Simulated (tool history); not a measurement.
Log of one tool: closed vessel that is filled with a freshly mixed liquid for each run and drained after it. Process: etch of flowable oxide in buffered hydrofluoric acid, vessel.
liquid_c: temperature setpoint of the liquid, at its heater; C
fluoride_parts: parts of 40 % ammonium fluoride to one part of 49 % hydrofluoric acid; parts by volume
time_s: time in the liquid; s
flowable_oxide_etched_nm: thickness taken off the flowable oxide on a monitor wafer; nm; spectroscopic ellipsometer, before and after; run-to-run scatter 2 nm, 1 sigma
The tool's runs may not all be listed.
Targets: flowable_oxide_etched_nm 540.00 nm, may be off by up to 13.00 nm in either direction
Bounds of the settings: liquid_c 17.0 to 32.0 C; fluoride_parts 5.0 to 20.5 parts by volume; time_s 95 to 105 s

| run | hour | liquid_c | fluoride_parts | time_s | flowable_oxide_etched_nm |
|---|---|---|---|---|---|
| 1 | 0.0 | 24.0 | 12.5 | 95 | 225.70 |
| 2 | 0.9 | 25.5 | 11.5 | 95 | 265.51 |
| 3 | 9.2 | 25.5 | 11.5 | 105 | 292.99 |
| 4 | 10.9 | 26.5 | 11.0 | 105 | 325.29 |
| 5 | 12.3 | 27.5 | 10.5 | 105 | 356.92 |
| 6 | 13.8 | 28.0 | 10.0 | 105 | 387.12 |
| 7 | 16.4 | 28.5 | 9.5 | 105 | 406.40 |
| 8 | 20.7 | 28.5 | 9.5 | 105 | 406.73 |
| 9 | 28.0 | 29.0 | 9.5 | 105 | 417.77 |
| 10 | 31.9 | 29.5 | 9.5 | 105 | 429.64 |
| 11 | 38.2 | 30.0 | 9.5 | 105 | 438.96 |
| 12 | 41.9 | 30.5 | 9.5 | 105 | 449.79 |
| 13 | 49.6 | 30.5 | 9.5 | 105 | 451.82 |
| 14 | 58.1 | 31.0 | 9.5 | 105 | 468.77 |
| 15 | 64.1 | 31.5 | 9.0 | 105 | 492.06 |

Which one of the following 5 next-run settings gets every result inside its allowed miss? There is exactly one.
| A | 70.1 | 30.5 | 7.5 | 95 | ? |
| B | 70.1 | 29.5 | 7.5 | 105 | ? |
| C | 70.1 | 31.0 | 8.5 | 105 | ? |
| D | 70.1 | 31.0 | 8.5 | 95 | ? |
| E | 70.1 | 31.5 | 9.5 | 100 | ? |

| move | flowable_oxide_etched_nm |
|---|---|
| A | 517.47 |
| B | 542.51 |
| C | 512.85 |
| D | 464.01 |
| E | 455.57 |
A: an improvement on the last run, though not all results are within tolerance
B: every result lands within tolerance
C: an improvement on the last run, though not all results are within tolerance
D: the biggest miss grows against the last run
E: the biggest miss grows against the last run
Go with B: it meets all targets.
